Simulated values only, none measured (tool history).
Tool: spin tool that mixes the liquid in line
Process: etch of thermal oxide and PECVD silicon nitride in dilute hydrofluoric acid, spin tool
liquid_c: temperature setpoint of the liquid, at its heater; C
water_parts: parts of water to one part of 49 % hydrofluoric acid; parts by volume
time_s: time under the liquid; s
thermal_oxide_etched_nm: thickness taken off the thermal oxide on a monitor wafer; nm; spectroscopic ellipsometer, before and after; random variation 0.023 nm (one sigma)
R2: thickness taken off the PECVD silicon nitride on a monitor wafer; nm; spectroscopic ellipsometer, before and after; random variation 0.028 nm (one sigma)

run 1 hour=0 | liquid_c=22 water_parts=150 time_s=180 | thermal_oxide_etched_nm=4.019 R2=2.5357
run 2 hour=3.9 | liquid_c=22 water_parts=120 time_s=180 | thermal_oxide_etched_nm=5.2426 R2=3.1352
run 3 hour=8.7 | liquid_c=22 water_parts=90 time_s=180 | thermal_oxide_etched_nm=7.1653 R2=4.1426
run 4 hour=15.8 | liquid_c=22 water_parts=145 time_s=180 | thermal_oxide_etched_nm=4.1863 R2=2.6908
-- hour=19.2 hydrofluoric acid flow meter replaced
run 5 hour=19.2 | liquid_c=21 water_parts=140 time_s=180 | thermal_oxide_etched_nm=4.5014 R2=2.7098
run 6 hour=20.5 | liquid_c=20.5 water_parts=140 time_s=180 | thermal_oxide_etched_nm=4.4177 R2=2.6041

The next listed run, before its measurement:
run 7 hour=27.7 | liquid_c=20 water_parts=140 time_s=180 | thermal_oxide_etched_nm=? R2=?

Run 7 gave thermal_oxide_etched_nm 4.3513 nm, R2 2.539 nm.
